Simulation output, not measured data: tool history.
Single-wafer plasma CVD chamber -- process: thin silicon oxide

run,hour,heater temperature setpoint (°C),chamber pressure (Pa),RF power (W),deposition time (s),mean film thickness on the monitor wafer (Å)
1,0,390,127.3,335,13.6,248.9
2,2.4,390,142.9,335,13.6,273.01
3,7.5,390,142.9,385,13.6,292.79
4,14.3,390,142.9,415,13.6,303.71
5,21.6,399,142.9,415,13.6,300.96
6,28,399,131.6,410,13.6,281.77
7,32.4,399,131.6,410,13.6,280.94
8,37.4,399,122.4,405,13.6,261.63
9,38.6,399,122.4,405,13.6,261.75
10,45,399,116.5,405,13.6,248.94

Run 11 is up next; what results do you expect?
11,45.8,399,112.8,405,13.6,?

{"run 11": {"mean film thickness on the monitor wafer (Å)": 241.52}}

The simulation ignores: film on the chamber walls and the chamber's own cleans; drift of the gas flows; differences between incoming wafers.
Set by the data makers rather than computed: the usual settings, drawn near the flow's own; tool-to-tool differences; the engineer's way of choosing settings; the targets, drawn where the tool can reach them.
